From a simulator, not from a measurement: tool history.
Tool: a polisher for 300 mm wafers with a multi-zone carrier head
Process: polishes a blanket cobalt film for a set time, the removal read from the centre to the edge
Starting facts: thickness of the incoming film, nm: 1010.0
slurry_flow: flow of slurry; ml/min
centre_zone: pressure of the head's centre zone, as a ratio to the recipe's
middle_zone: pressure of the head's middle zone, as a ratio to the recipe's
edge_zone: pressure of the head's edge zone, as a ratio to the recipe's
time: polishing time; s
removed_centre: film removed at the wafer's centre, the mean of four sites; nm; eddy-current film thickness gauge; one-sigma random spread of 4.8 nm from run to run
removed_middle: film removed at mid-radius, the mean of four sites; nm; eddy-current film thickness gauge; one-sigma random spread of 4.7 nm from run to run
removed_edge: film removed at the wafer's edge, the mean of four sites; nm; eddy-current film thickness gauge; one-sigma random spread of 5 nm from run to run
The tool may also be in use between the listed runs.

run  hour  slurry_flow  centre_zone  middle_zone  edge_zone  time  removed_centre  removed_middle  removed_edge
  1   0.0          205         1.00         1.00       1.00    61          331.31          337.89        337.60
  2   2.7          205         1.00         1.00       1.00    48          257.00          268.19        266.47
  3   5.0          205         0.96         1.00       1.00    48          248.65          268.50        267.55
  4   6.8          205         0.96         1.00       1.00    43          223.75          239.90        234.25
  5  15.1          240         0.96         1.00       1.00    43          230.15          245.29        243.20
  6  19.8          245         1.00         1.03       1.04    51          287.67          300.37        292.98
  7  25.9          245         1.01         1.04       1.07    57          318.10          334.88        331.53
  8  30.9          245         1.04         1.05       1.09    62          363.20          364.03        366.08
  9  33.7          245         1.05         1.07       1.11    65          383.72          395.47        385.01

What will run 10 give?
 10  42.2          250         1.06         1.07       1.13    68               ?               ?             ?

Run 10 came out at removed_centre 402.96 nm, removed_middle 415.55 nm, removed_edge 407.10 nm.
